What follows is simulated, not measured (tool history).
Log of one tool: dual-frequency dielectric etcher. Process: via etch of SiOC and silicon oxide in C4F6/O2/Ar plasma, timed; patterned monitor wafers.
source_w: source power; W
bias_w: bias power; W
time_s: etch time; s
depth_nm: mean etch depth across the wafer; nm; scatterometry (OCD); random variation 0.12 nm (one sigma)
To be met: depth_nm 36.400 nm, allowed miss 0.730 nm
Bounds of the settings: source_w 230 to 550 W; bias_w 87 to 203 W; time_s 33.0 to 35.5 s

run 1 hour=0.0 | source_w=390 bias_w=145 time_s=35.5 | depth_nm=40.367
run 2 hour=1.2 | source_w=420 bias_w=145 time_s=35.5 | depth_nm=42.190
run 3 hour=9.0 | source_w=470 bias_w=145 time_s=35.5 | depth_nm=44.752
run 4 hour=16.5 | source_w=430 bias_w=142 time_s=35.5 | depth_nm=42.556
run 5 hour=25.2 | source_w=430 bias_w=142 time_s=35.5 | depth_nm=42.335
run 6 hour=29.6 | source_w=430 bias_w=142 time_s=33.0 | depth_nm=39.518
run 7 hour=35.4 | source_w=410 bias_w=141 time_s=33.0 | depth_nm=38.381
run 8 hour=36.8 | source_w=400 bias_w=141 time_s=33.0 | depth_nm=38.002
run 9 hour=45.6 | source_w=360 bias_w=137 time_s=33.0 | depth_nm=35.176

4 next moves are on the table. One of them brings every result within its allowed miss. Which?
run A hour=54.4 | source_w=350 bias_w=120 time_s=33.5 | depth_nm=?
run B hour=54.4 | source_w=320 bias_w=154 time_s=35.5 | depth_nm=?
run C hour=54.4 | source_w=350 bias_w=131 time_s=33.0 | depth_nm=?
run D hour=54.4 | source_w=330 bias_w=124 time_s=34.0 | depth_nm=?

move=A depth_nm=34.067
move=B depth_nm=36.447
move=C depth_nm=34.309
move=D depth_nm=33.615
A: further off than the last run
B: meets every target
C: further off than the last run
D: further off than the last run
The right move is B.
